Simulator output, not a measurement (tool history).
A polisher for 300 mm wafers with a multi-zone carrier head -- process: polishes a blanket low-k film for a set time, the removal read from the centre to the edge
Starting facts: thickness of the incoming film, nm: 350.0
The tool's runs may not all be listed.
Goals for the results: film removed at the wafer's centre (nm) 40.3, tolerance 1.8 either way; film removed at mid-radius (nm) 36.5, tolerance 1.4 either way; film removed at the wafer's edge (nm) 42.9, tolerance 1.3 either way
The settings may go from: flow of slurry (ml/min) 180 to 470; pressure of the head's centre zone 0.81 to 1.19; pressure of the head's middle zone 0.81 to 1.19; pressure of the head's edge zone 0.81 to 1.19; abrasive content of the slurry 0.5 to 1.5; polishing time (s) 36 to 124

run	hour	flow of slurry (ml/min)	pressure of the head's centre zone	pressure of the head's middle zone	pressure of the head's edge zone	abrasive content of the slurry	polishing time (s)	film removed at the wafer's centre (nm)	film removed at mid-radius (nm)	film removed at the wafer's edge (nm)
1	0	300	1	1	1	1	79	32.26	32.093	33.478
2	0.6	300	1.01	0.99	1.03	1.05	79	32.623	32.658	34.512
3	3	250	1.01	0.99	1.03	1.05	79	33.6	31.753	33.886
4	6.1	260	1.02	0.98	1.05	1.1	79	33.437	32.5	35.928
5	11.7	260	0.95	0.98	1.05	1.1	79	32.316	31.856	35.699
6	14.5	250	0.97	0.98	1.06	1.15	79	32.676	32.734	36.174
7	19.6	245	1	0.97	1.07	1.2	80	35.021	33.591	36.881
8	22.9	245	1.01	0.96	1.09	1.25	80	36.177	33.766	38.588
9	26.5	250	1.02	0.96	1.11	1.25	80	35.688	33.863	38.468
10	30.9	250	1.03	0.95	1.12	1.3	80	37.407	34.53	40.28
11	38.8	255	1.04	0.95	1.13	1.3	80	38.127	34.621	40.218
# hour 47.5: centre zone pressure recalibrated
12	47.5	260	1.04	0.95	1.14	1.3	80	40.28	33.729	39.783
13	53.7	260	1.04	0.95	1.14	1.3	80	39.161	34.294	39.889

Consider the 5 candidate settings below. Which is the only one whose results all fall within their allowed miss of target?
A	59.9	180	0.81	1.01	1.04	1.45	88	?	?	?
B	59.9	265	0.81	1.06	1	1.25	87	?	?	?
C	59.9	315	1.04	0.81	1.19	1.3	89	?	?	?
D	59.9	255	0.89	0.94	1.13	1.4	83	?	?	?
E	59.9	195	0.98	0.93	1.1	1.15	94	?	?	?

move	film removed at the wafer's centre (nm)	film removed at mid-radius (nm)	film removed at the wafer's edge (nm)
A	35.241	39.991	42.846
B	34.396	40.462	40.376
C	43.415	34.075	46.491
D	36.495	36.338	42.774
E	39.639	36.601	43.197
A: the furthest-off result lands on target, but another misses its tolerance
B: further off than the last run
C: carries the result that was furthest off beyond its target, to the other side
D: the furthest-off result lands on target, but another misses its tolerance
E: all results land within tolerance of their targets
Answer: E
